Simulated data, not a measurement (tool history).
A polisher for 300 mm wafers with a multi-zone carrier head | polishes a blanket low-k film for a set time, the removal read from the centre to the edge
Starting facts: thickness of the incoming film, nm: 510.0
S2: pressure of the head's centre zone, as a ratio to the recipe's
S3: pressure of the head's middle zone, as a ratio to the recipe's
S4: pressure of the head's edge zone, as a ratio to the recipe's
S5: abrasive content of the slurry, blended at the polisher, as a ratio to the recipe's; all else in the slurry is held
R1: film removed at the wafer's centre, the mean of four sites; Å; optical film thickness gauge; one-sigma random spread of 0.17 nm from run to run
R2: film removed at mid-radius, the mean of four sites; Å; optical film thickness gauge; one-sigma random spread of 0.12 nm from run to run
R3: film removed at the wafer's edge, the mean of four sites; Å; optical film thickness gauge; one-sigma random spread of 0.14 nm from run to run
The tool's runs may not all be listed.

Run 1, day 0: flow of slurry (ml/min) 220, S2 1, S3 1, S4 1, S5 1, polishing time (s) 65. Result: R1 198.62 Å, R2 214.73 Å, R3 216.55 Å.
Run 2, day 0.342: flow of slurry (ml/min) 220, S2 1, S3 1, S4 1, S5 1, polishing time (s) 74. Result: R1 223.45 Å, R2 242.8 Å, R3 247.62 Å.
Run 3, day 0.579: flow of slurry (ml/min) 170, S2 1, S3 1, S4 1, S5 1, polishing time (s) 74. Result: R1 217.89 Å, R2 240.74 Å, R3 238.05 Å.
Run 4, day 0.671: flow of slurry (ml/min) 165, S2 0.99, S3 0.98, S4 0.99, S5 0.9, polishing time (s) 71. Result: R1 202.5 Å, R2 214.6 Å, R3 222.6 Å.
Run 5, day 0.779: flow of slurry (ml/min) 160, S2 0.99, S3 0.99, S4 0.98, S5 0.85, polishing time (s) 67. Result: R1 185.02 Å, R2 202.51 Å, R3 201.84 Å.
Run 6, day 1.104: flow of slurry (ml/min) 155, S2 0.99, S3 0.98, S4 0.97, S5 0.8, polishing time (s) 64. Result: R1 172.92 Å, R2 188.15 Å, R3 188.95 Å.

Run 7 is up next; what results do you expect?
Run 7, day 1.271: flow of slurry (ml/min) 155, S2 0.99, S3 0.97, S4 0.96, S5 0.75, polishing time (s) 62. Result: R1 ?, R2 ?, R3 ?.

{"run 7": {"R1": 164.43, "R2": 173.59, "R3": 181.5}}
